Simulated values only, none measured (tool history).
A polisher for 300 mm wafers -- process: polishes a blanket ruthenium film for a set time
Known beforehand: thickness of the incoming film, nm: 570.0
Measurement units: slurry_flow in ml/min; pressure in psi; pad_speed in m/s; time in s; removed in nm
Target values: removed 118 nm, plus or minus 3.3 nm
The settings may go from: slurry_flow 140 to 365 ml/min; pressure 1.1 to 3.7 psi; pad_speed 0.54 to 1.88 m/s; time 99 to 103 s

run	day	slurry_flow	pressure	pad_speed	time	removed
1	0	235	2.4	1.2	99	168
2	0.321	260	2.4	1.2	99	170.34
3	0.692	260	2.7	1.2	99	189.97
4	0.804	260	2.4	1.2	99	168.65
5	1.042	215	2.4	1.2	99	168.29
6	1.075	215	2.2	1.2	99	151.54
7	1.154	215	2	1.2	99	139.44
8	1.183	215	1.9	1.2	99	133.81
9	1.225	205	1.6	1.2	99	112.7

Exercise: of the 4 proposed moves below, exactly one satisfies all targets within the stated allowed misses. Which move is it?
A	1.267	275	1.7	1.04	102	?
B	1.267	190	1.3	1.48	101	?
C	1.267	140	1.4	1.48	103	?
D	1.267	175	1.4	1.3	100	?

move	removed
A	111.02
B	112.31
C	116.49
D	104.51
A: further off than the last run
B: further off than the last run
C: all results land within tolerance of their targets
D: further off than the last run
Move C is the one to make.
